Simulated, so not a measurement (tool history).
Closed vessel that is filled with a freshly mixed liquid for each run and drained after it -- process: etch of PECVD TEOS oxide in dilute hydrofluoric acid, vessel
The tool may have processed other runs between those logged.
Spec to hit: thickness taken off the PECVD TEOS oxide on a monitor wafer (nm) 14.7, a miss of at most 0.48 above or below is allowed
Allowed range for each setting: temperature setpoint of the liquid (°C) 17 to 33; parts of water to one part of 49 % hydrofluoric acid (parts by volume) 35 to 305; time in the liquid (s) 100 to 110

run,hour,temperature setpoint of the liquid (°C),parts of water to one part of 49 % hydrofluoric acid (parts by volume),time in the liquid (s),thickness taken off the PECVD TEOS oxide on a monitor wafer (nm)
1,0,25,170,100,7.3999
2,2.3,23,170,100,6.8396
3,4.7,25,155,100,8.2362
4,10.6,26.5,145,100,9.4095
5,15.7,26.5,200,100,6.4565
6,18.3,23.5,200,100,5.7947
7,22.4,25.5,180,100,6.9955
8,28.3,25.5,180,100,7.1211
# hour 35.6: thermometer replaced
9,35.6,27,165,100,7.67
10,39,27,140,100,9.3712
11,44.1,28,130,100,10.648

Of the 5 settings listed for the next run, only one would bring every result within its allowed miss of target. Which one?
A,49.2,30,110,105,?
B,49.2,29,110,100,?
C,49.2,24.5,100,110,?
D,49.2,28,185,100,?
E,49.2,28.5,165,100,?

move,thickness taken off the PECVD TEOS oxide on a monitor wafer (nm)
A,14.726
B,13.51
C,13.928
D,7.039
E,8.2335
A: hits every target within its allowed miss
B: moves toward the targets from the last run without getting all of them in spec
C: moves toward the targets from the last run without getting all of them in spec
D: moves away from the targets compared with the last run
E: moves away from the targets compared with the last run
A meets every target.
